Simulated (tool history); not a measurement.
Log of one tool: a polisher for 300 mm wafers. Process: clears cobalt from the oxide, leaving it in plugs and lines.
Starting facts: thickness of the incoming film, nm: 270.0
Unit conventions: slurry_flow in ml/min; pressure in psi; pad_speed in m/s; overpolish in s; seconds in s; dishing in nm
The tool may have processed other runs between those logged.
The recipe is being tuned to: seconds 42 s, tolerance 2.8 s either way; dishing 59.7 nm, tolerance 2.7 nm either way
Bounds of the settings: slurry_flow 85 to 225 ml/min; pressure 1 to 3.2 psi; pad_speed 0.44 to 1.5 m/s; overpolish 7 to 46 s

run	day	slurry_flow	pressure	pad_speed	overpolish	seconds	dishing
1	0	145	2.1	0.96	24	54.389	53.759
2	0.325	160	2.1	0.96	24	55.879	54.748
3	0.446	160	2.1	0.96	16	54.281	45.701
4	0.612	135	2.1	0.96	16	55.144	44.833
5	0.904	135	2.1	0.88	16	60.56	43.962
6	1.05	135	2.1	1.1	16	48.965	48.256
7	1.321	135	2.1	1.1	16	46.901	49.168
8	1.583	135	2.1	1.1	17	49.337	50.023
9	1.925	135	2.1	1.1	18	48.487	51.902
10	1.958	135	2.2	1.14	20	43.996	54.19
11	2.079	135	2.2	1.16	22	44.815	55.473
12	2.283	135	2.2	1.16	22	44.567	56.015
13	2.475	135	2.2	1.18	23	43.645	56.494

Of the 5 settings listed for the next run, only one would bring every result within its allowed miss of target. Which one?
A	2.667	160	1.9	1.34	19	?	?
B	2.667	135	1.8	1.34	27	?	?
C	2.667	125	2	1.2	21	?	?
D	2.667	135	2.8	0.86	19	?	?
E	2.667	145	2.2	1.22	27	?	?

move	seconds	dishing
A	44.041	53.975
B	47.665	57.634
C	48.589	54.032
D	47.767	52.659
E	42.516	58.681
A: moves away from the targets compared with the last run
B: gets the furthest-off result to its target, but another result is out of tolerance
C: moves away from the targets compared with the last run
D: moves away from the targets compared with the last run
E: all results in spec
Correct choice: E, which meets every target

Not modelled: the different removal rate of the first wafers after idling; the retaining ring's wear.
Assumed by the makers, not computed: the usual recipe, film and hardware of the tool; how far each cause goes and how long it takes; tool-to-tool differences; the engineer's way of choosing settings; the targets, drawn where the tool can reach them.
